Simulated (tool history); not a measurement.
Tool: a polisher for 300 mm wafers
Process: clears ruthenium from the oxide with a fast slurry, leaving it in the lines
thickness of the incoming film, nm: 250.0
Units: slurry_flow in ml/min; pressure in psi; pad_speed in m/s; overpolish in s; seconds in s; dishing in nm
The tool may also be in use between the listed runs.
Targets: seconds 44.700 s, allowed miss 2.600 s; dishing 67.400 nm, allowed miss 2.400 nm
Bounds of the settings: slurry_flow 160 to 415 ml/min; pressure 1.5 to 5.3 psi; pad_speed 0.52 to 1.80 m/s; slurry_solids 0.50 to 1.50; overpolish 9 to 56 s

| run | hour | slurry_flow | pressure | pad_speed | slurry_solids | overpolish | seconds | dishing |
|---|---|---|---|---|---|---|---|---|
| 1 | 0.0 | 265 | 3.4 | 1.16 | 1.00 | 29 | 39.372 | 88.153 |
| 2 | 6.5 | 265 | 3.3 | 1.16 | 1.00 | 26 | 40.590 | 79.693 |
| 3 | 12.9 | 265 | 3.3 | 1.16 | 0.85 | 26 | 43.465 | 77.849 |
| 4 | 21.1 | 265 | 3.3 | 1.16 | 0.85 | 25 | 41.870 | 76.757 |
| 5 | 24.5 | 215 | 3.3 | 1.16 | 0.85 | 25 | 44.670 | 76.067 |
| 6 | 26.8 | 220 | 3.3 | 1.16 | 0.85 | 24 | 44.080 | 72.077 |
| 7 | 32.5 | 215 | 3.3 | 1.16 | 0.85 | 23 | 43.889 | 71.354 |
| 8 | 34.9 | 210 | 3.3 | 1.16 | 0.85 | 22 | 44.385 | 69.691 |

Which of these 4 next moves meets every target?
| A | 37.3 | 220 | 3.3 | 1.16 | 0.80 | 26 | ? | ? |
| B | 37.3 | 235 | 3.2 | 1.16 | 0.85 | 21 | ? | ? |
| C | 37.3 | 160 | 3.9 | 1.18 | 0.75 | 23 | ? | ? |
| D | 37.3 | 345 | 3.4 | 1.14 | 0.80 | 22 | ? | ? |

| move | seconds | dishing |
|---|---|---|
| A | 44.512 | 76.869 |
| B | 44.248 | 67.881 |
| C | 40.116 | 76.061 |
| D | 42.111 | 72.026 |
A: further off than the last run
B: meets every target
C: further off than the last run
D: further off than the last run
Move B is the one to make.
